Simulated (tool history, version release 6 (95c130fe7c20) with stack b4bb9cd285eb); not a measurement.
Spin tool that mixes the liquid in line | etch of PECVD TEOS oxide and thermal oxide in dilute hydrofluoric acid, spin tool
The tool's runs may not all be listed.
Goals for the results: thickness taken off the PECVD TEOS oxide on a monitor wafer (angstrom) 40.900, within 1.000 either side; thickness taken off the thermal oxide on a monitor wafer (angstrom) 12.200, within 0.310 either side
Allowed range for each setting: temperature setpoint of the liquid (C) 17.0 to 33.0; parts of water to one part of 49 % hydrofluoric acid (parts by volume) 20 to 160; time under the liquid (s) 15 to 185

run  hour  temperature setpoint of the liquid (C)  parts of water to one part of 49 % hydrofluoric acid (parts by volume)  time under the liquid (s)  thickness taken off the PECVD TEOS oxide on a monitor wafer (angstrom)  thickness taken off the thermal oxide on a monitor wafer (angstrom)
  1   0.0                                    25.0                                                                      90                         95                                                                 179.140                                                               53.320
  2   4.1                                    23.0                                                                     105                         90                                                                 131.870                                                               39.256
  3   7.8                                    21.5                                                                     120                         85                                                                 100.870                                                               29.987
  4  10.7                                    21.5                                                                     105                         85                                                                 117.800                                                               35.221
  5  13.8                                    21.5                                                                     105                         55                                                                  76.649                                                               22.695
  6  16.4                                    20.5                                                                     115                         55                                                                  65.716                                                               19.580
  7  22.5                                    19.5                                                                     120                         55                                                                  60.756                                                               18.077
  8  25.8                                    19.5                                                                     120                         55                                                                  60.141                                                               18.023
  9  28.8                                    19.0                                                                     125                         55                                                                  56.438                                                               16.973
 10  36.6                                    18.5                                                                     130                         55                                                                  52.968                                                               15.656
 11  43.5                                    18.0                                                                     135                         55                                                                  49.943                                                               14.758
 12  44.5                                    18.0                                                                     140                         55                                                                  47.860                                                               14.119
 13  52.4                                    18.0                                                                     145                         55                                                                  46.364                                                               13.585
 14  53.3                                    17.5                                                                     150                         55                                                                  43.005                                                               12.783
 15  56.9                                    17.0                                                                     150                         55                                                                  42.378                                                               12.611

Pick the move, out of 4, that brings all results within their allowed miss; only one does.
  A  60.5                                    17.0                                                                     155                         55                                                                       ?                                                                    ?
  B  60.5                                    25.0                                                                     160                         45                                                                       ?                                                                    ?
  C  60.5                                    28.0                                                                     160                         40                                                                       ?                                                                    ?
  D  60.5                                    32.5                                                                     160                         35                                                                       ?                                                                    ?

move  thickness taken off the PECVD TEOS oxide on a monitor wafer (angstrom)  thickness taken off the thermal oxide on a monitor wafer (angstrom)
   A                                                                  40.876                                                               12.141
   B                                                                  44.105                                                               13.100
   C                                                                  43.806                                                               13.012
   D                                                                  44.983                                                               13.361
A: hits every target within its allowed miss
B: moves away from the targets compared with the last run
C: moves away from the targets compared with the last run
D: moves away from the targets compared with the last run
So the answer is move A, the one that meets all the targets.
